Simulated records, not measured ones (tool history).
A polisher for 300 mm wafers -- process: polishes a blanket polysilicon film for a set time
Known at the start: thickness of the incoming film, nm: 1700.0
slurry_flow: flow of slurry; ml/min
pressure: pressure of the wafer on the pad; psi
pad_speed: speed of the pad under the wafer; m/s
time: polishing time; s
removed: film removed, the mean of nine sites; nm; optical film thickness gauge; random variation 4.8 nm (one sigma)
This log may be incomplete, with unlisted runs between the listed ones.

run	hour	slurry_flow	pressure	pad_speed	time	removed
1	0	140	2.9	0.94	54	418.36
2	5.9	130	2.9	0.94	54	430.65
3	14.6	130	2.9	0.94	54	410.28
4	15.9	130	3.6	0.94	54	507.24
5	20	130	3.2	0.92	54	451.37
6	26.1	130	2.9	0.9	54	390.24
7	31.3	130	2.8	0.9	54	389.26
8	37.3	130	2.7	0.9	54	373.95

For run 9, what comes out?
9	44.7	130	2.7	0.9	54	?

removed: 380.15 nm

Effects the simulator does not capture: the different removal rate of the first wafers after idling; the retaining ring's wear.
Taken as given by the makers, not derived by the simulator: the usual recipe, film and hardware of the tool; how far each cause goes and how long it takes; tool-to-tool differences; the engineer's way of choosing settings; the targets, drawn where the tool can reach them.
